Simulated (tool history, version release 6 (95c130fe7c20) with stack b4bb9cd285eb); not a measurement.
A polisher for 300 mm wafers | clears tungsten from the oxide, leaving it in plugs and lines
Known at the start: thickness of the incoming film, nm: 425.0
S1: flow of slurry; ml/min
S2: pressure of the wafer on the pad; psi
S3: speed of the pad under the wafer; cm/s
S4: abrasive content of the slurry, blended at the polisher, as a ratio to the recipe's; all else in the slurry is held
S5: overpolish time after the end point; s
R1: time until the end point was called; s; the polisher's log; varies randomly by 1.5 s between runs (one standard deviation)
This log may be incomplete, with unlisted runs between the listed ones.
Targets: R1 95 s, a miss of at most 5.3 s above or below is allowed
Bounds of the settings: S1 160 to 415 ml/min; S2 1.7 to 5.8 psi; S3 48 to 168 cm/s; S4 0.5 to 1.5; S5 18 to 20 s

Run 1, hour 0: S1 265 ml/min, S2 3.7 psi, S3 108 cm/s, S4 1, S5 18 s. Result: R1 73.766 s.
Run 2, hour 7.1: S1 265 ml/min, S2 3.5 psi, S3 108 cm/s, S4 1, S5 18 s. Result: R1 77.496 s.
Run 3, hour 12.1: S1 265 ml/min, S2 3.5 psi, S3 108 cm/s, S4 1, S5 20 s. Result: R1 79.45 s.
Run 4, hour 14.1: S1 265 ml/min, S2 3.3 psi, S3 108 cm/s, S4 1, S5 20 s. Result: R1 80.529 s.
Run 5, hour 16.9: S1 310 ml/min, S2 3.3 psi, S3 108 cm/s, S4 1, S5 20 s. Result: R1 80.848 s.
At hour 25.9: slurry tank refilled with fresh slurry and peroxide.
Run 6, hour 25.9: S1 310 ml/min, S2 3.1 psi, S3 108 cm/s, S4 1, S5 20 s. Result: R1 76.594 s.
Run 7, hour 33.8: S1 290 ml/min, S2 2.9 psi, S3 106 cm/s, S4 1, S5 20 s. Result: R1 80.625 s.
Run 8, hour 35.2: S1 290 ml/min, S2 2.2 psi, S3 104 cm/s, S4 1, S5 20 s. Result: R1 112.12 s.
Run 9, hour 36.8: S1 305 ml/min, S2 2.3 psi, S3 104 cm/s, S4 1, S5 20 s. Result: R1 104.63 s.

Exercise: of the 4 proposed moves below, exactly one satisfies all targets within the stated allowed misses. Which move is it?
Run A, hour 38.4: S1 215 ml/min, S2 2.7 psi, S3 82 cm/s, S4 1.25, S5 18 s. Result: R1 ?.
Run B, hour 38.4: S1 380 ml/min, S2 2.1 psi, S3 110 cm/s, S4 1.15, S5 19 s. Result: R1 ?.
Run C, hour 38.4: S1 330 ml/min, S2 2.1 psi, S3 118 cm/s, S4 1.3, S5 20 s. Result: R1 ?.
Run D, hour 38.4: S1 295 ml/min, S2 2.1 psi, S3 90 cm/s, S4 1.1, S5 20 s. Result: R1 ?.

move      R1
   A  107.14
   B  102.43
   C  94.413
   D  125.54
A: lands further from the targets than the last run did
B: an improvement on the last run, though not all results are within tolerance
C: meets every target
D: lands further from the targets than the last run did
The right move is C.
